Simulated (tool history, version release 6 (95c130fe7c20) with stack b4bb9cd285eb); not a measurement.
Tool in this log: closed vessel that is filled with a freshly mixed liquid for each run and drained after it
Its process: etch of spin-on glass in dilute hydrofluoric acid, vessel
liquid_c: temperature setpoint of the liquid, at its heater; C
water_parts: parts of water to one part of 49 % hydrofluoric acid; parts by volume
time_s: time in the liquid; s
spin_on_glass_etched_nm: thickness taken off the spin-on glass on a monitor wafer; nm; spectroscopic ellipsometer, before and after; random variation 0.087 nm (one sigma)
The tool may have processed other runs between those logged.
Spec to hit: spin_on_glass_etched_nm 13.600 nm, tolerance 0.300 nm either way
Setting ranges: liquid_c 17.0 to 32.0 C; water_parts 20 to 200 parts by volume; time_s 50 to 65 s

{"run": 1, "hour": 0.0, "liquid_c": 24.0, "water_parts": 110, "time_s": 65, "spin_on_glass_etched_nm": 17.104}
{"run": 2, "hour": 8.1, "liquid_c": 24.0, "water_parts": 90, "time_s": 65, "spin_on_glass_etched_nm": 21.477}
{"run": 3, "hour": 17.2, "liquid_c": 27.0, "water_parts": 90, "time_s": 65, "spin_on_glass_etched_nm": 24.005}
{"run": 4, "hour": 18.4, "liquid_c": 27.0, "water_parts": 90, "time_s": 50, "spin_on_glass_etched_nm": 18.647}
{"run": 5, "hour": 24.0, "liquid_c": 25.5, "water_parts": 95, "time_s": 50, "spin_on_glass_etched_nm": 16.349}
{"run": 6, "hour": 30.8, "liquid_c": 24.0, "water_parts": 95, "time_s": 50, "spin_on_glass_etched_nm": 15.574}
{"run": 7, "hour": 35.6, "liquid_c": 23.5, "water_parts": 95, "time_s": 50, "spin_on_glass_etched_nm": 15.258}
{"run": 8, "hour": 41.8, "liquid_c": 23.0, "water_parts": 95, "time_s": 50, "spin_on_glass_etched_nm": 14.994}
{"run": 9, "hour": 45.9, "liquid_c": 22.5, "water_parts": 95, "time_s": 50, "spin_on_glass_etched_nm": 14.62}
{"run": 10, "hour": 53.6, "liquid_c": 22.0, "water_parts": 95, "time_s": 50, "spin_on_glass_etched_nm": 14.337}
{"run": 11, "hour": 57.0, "liquid_c": 21.5, "water_parts": 95, "time_s": 50, "spin_on_glass_etched_nm": 14.114}

Consider the 4 candidate settings below. Which is the only one whose results all fall within their allowed miss of target?
{"run": "A", "hour": 60.4, "liquid_c": 20.5, "water_parts": 90, "time_s": 50, "spin_on_glass_etched_nm": "?"}
{"run": "B", "hour": 60.4, "liquid_c": 18.0, "water_parts": 105, "time_s": 60, "spin_on_glass_etched_nm": "?"}
{"run": "C", "hour": 60.4, "liquid_c": 23.0, "water_parts": 120, "time_s": 65, "spin_on_glass_etched_nm": "?"}
{"run": "D", "hour": 60.4, "liquid_c": 22.0, "water_parts": 100, "time_s": 50, "spin_on_glass_etched_nm": "?"}

move=A spin_on_glass_etched_nm=14.307
move=B spin_on_glass_etched_nm=13.051
move=C spin_on_glass_etched_nm=14.903
move=D spin_on_glass_etched_nm=13.531
A: its largest miss is bigger than the last run's
B: takes the result that was furthest off past its target
C: its largest miss is bigger than the last run's
D: all results in spec
Move D is the one to make.
